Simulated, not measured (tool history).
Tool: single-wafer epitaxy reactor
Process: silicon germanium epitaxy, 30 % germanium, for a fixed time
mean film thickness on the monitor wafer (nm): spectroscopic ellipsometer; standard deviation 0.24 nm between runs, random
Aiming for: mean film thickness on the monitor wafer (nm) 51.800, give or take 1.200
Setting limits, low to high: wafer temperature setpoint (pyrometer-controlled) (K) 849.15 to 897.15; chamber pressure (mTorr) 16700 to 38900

run  hour  wafer temperature setpoint (pyrometer-controlled) (K)  chamber pressure (mTorr)  mean film thickness on the monitor wafer (nm)
  1   0.0                                                 873.15                     27800                                         61.774
  2   6.7                                                 871.15                     27700                                         60.787
  3   8.3                                                 881.15                     27700                                         70.759
  4  14.3                                                 881.15                     24300                                         66.161
  5  22.3                                                 877.15                     24200                                         62.052
  6  30.4                                                 874.15                     24100                                         58.694
  7  37.8                                                 872.15                     24000                                         57.664
  8  44.5                                                 870.15                     23900                                         54.904
  9  47.9                                                 869.15                     23900                                         54.030
 10  52.9                                                 868.15                     23900                                         53.493

Which one of the following 5 next-run settings gets every result inside its allowed miss? There is exactly one.
  A  57.9                                                 867.15                     25400                                              ?
  B  57.9                                                 868.15                     26900                                              ?
  C  57.9                                                 865.15                     24800                                              ?
  D  57.9                                                 869.15                     24400                                              ?
  E  57.9                                                 864.15                     29800                                              ?

move  mean film thickness on the monitor wafer (nm)
   A                                         53.855
   B                                         56.262
   C                                         51.529
   D                                         54.563
   E                                         55.318
A: the biggest miss grows against the last run
B: the biggest miss grows against the last run
C: all results in spec
D: the biggest miss grows against the last run
E: the biggest miss grows against the last run
Correct choice: C, which meets every target

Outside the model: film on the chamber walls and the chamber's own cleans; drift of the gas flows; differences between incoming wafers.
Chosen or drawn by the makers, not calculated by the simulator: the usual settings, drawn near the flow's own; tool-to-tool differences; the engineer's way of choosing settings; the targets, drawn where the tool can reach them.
